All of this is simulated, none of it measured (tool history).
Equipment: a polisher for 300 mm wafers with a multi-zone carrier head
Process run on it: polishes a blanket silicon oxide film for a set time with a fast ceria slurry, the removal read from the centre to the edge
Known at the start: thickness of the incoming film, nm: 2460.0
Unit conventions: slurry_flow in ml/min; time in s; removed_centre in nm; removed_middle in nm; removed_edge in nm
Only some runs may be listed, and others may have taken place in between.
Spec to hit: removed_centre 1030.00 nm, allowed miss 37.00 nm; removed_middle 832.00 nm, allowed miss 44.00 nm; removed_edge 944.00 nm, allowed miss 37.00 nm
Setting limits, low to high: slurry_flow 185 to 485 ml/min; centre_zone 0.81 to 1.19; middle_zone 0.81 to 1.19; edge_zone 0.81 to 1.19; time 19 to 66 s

run	hour	slurry_flow	centre_zone	middle_zone	edge_zone	time	removed_centre	removed_middle	removed_edge
1	0.0	310	1.00	1.00	1.00	42	1049.90	1069.20	1060.70
2	8.5	310	1.06	1.00	1.00	42	1090.30	1068.70	1045.50
3	11.2	310	1.13	1.00	1.00	42	1167.10	1078.30	1052.50
4	15.9	310	1.13	0.96	1.00	42	1163.30	1029.40	1046.70
5	18.1	310	1.13	0.96	1.00	35	961.21	855.82	892.61
6	25.3	310	1.13	0.96	1.00	25	686.93	612.21	619.76
7	31.8	315	1.15	0.95	1.03	28	785.01	697.43	723.31
8	33.1	325	1.16	0.93	1.04	30	861.09	735.04	775.20
9	38.7	340	1.17	0.91	1.08	31	898.32	748.47	813.39
10	42.5	345	1.18	0.90	1.10	32	931.14	759.47	845.40
11	44.0	350	1.18	0.90	1.11	33	955.77	785.96	879.09
12	46.5	355	1.18	0.90	1.11	34	964.31	788.79	913.83

4 next moves are on the table. One of them brings every result within its allowed miss. Which?
A	49.0	380	1.18	0.88	1.08	36	?	?	?
B	49.0	300	1.19	0.83	1.01	38	?	?	?
C	49.0	345	1.14	0.86	1.17	33	?	?	?
D	49.0	340	1.19	0.89	0.94	35	?	?	?

move	removed_centre	removed_middle	removed_edge
A	1060.40	853.29	935.59
B	1104.30	849.99	942.63
C	936.82	764.60	888.77
D	1029.00	829.33	844.92
A: all results land within tolerance of their targets
B: carries the result that was furthest off beyond its target, to the other side
C: misses by more than the last run did
D: corrects the largest miss of the last run, while another result sits out of spec
So the answer is move A, the one that meets all the targets.
